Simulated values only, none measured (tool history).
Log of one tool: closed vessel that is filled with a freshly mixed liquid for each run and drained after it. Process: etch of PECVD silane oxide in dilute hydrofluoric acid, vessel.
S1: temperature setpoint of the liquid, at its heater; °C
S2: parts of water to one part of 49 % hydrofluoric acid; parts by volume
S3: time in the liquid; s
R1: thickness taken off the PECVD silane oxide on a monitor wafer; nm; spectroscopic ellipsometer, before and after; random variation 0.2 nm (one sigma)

| run | hour | S1 | S2 | S3 | R1 |
|---|---|---|---|---|---|
| 1 | 0 | 26 | 105 | 30 | 7.6301 |
| 2 | 5.6 | 28 | 105 | 30 | 8.4504 |
| 3 | 10.6 | 28 | 135 | 30 | 6.2698 |
| 4 | 18.8 | 28 | 160 | 30 | 5.0729 |
| 5 | 26.2 | 30 | 160 | 30 | 5.5018 |
| 6 | 31.1 | 30 | 160 | 30 | 5.4818 |
| 7 | 38.3 | 31 | 125 | 30 | 7.6015 |
| 8 | 41.5 | 31 | 125 | 30 | 7.6362 |

The next listed run, before its measurement:
| 9 | 47.5 | 32 | 100 | 30 | ? |

R1: 10.214 nm
